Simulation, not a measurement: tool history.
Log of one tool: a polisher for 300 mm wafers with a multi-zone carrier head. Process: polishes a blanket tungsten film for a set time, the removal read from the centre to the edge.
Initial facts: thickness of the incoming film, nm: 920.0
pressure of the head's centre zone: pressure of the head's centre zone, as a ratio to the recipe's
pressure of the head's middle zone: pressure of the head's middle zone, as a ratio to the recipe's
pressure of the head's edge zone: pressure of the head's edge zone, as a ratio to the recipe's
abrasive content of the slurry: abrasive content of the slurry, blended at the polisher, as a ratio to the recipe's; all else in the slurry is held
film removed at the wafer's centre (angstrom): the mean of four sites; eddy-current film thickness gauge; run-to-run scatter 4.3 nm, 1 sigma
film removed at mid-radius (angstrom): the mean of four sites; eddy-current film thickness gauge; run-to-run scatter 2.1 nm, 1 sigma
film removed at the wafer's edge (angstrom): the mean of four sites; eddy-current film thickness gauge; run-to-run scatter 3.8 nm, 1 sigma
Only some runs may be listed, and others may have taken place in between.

run,hour,flow of slurry (ml/min),pressure of the head's centre zone,pressure of the head's middle zone,pressure of the head's edge zone,abrasive content of the slurry,polishing time (s),film removed at the wafer's centre (angstrom),film removed at mid-radius (angstrom),film removed at the wafer's edge (angstrom)
1,0,265,1,1,1,1,64,2727.4,2663,2659
2,8.8,265,1,1,1,1.1,64,2820.7,2729.2,2735.2
3,9.5,265,1,1,1,1.1,49,2107.7,2075.1,2039.5
4,12.4,215,1,1,1,1.1,49,2080.7,2037.1,2002.9
5,17.3,215,1.03,1,1,1.1,49,2096.9,2029.2,2055.9
6,22.4,215,0.99,1,1,1.1,49,2043.1,2043.1,1988.2
7,29,250,1.04,1,0.96,1.2,54,2478.3,2356,2323
8,35.5,275,1.08,0.99,0.94,1.25,57,2838.2,2509.8,2366.7
9,37.8,275,1.08,0.99,0.94,1.25,57,2791.3,2507.8,2441.8
10,42.2,290,1.11,0.99,0.97,1.3,59,3038.9,2633.9,2541.3

Forecast run 11:
11,50.9,290,1.12,0.98,1,1.35,62,?,?,?

Run 11 came out at film removed at the wafer's centre (angstrom) 3246.9, film removed at mid-radius (angstrom) 2791.6, film removed at the wafer's edge (angstrom) 2717.7.

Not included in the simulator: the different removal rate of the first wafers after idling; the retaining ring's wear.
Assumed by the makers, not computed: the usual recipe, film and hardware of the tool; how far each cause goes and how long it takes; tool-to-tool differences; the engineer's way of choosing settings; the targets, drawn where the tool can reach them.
